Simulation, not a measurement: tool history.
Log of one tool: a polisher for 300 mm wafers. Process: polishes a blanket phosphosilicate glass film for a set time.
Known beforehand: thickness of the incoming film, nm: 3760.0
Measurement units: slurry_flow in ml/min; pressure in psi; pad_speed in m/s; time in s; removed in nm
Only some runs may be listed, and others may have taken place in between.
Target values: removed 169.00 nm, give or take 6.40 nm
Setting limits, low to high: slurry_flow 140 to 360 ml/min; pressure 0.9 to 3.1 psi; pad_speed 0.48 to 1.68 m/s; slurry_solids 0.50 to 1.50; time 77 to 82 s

run    day  slurry_flow  pressure  pad_speed  slurry_solids  time  removed
  1  0.000          230       2.0       1.08           1.00    77   402.27
  2  0.129          175       2.0       1.08           1.00    77   382.36
  3  0.462          175       2.0       1.08           1.00    82   415.91
  4  0.508          175       2.3       1.08           1.00    82   479.11
  5  0.542          175       2.3       1.30           1.00    82   553.74
  6  0.892          175       2.0       1.30           1.00    82   477.75
  7  0.992          175       1.8       1.16           1.00    82   391.73
  8  1.104          175       1.8       1.16           1.00    82   395.47
  9  1.300          175       1.6       1.06           1.00    82   325.96
 10  1.596          175       1.5       1.00           1.00    82   296.41
 11  1.850          175       1.4       0.94           1.00    82   263.80
 12  1.879          175       1.3       0.90           1.00    82   235.11
 13  2.188          175       1.2       0.88           1.00    82   214.21

4 candidate next runs follow, results not yet known. Just one meets every target within its allowed miss. Identify it.
  A  2.496          160       1.3       1.00           1.00    80        ?
  B  2.496          175       1.0       1.00           1.05    78        ?
  C  2.496          200       1.1       0.66           0.95    79        ?
  D  2.496          155       1.1       0.78           1.00    79        ?

move  removed
   A   251.34
   B   198.24
   C   154.49
   D   173.31
A: its largest miss is bigger than the last run's
B: an improvement on the last run, though not all results are within tolerance
C: takes the biggest miss from the last run beyond its target
D: in spec on every target
D meets every target.

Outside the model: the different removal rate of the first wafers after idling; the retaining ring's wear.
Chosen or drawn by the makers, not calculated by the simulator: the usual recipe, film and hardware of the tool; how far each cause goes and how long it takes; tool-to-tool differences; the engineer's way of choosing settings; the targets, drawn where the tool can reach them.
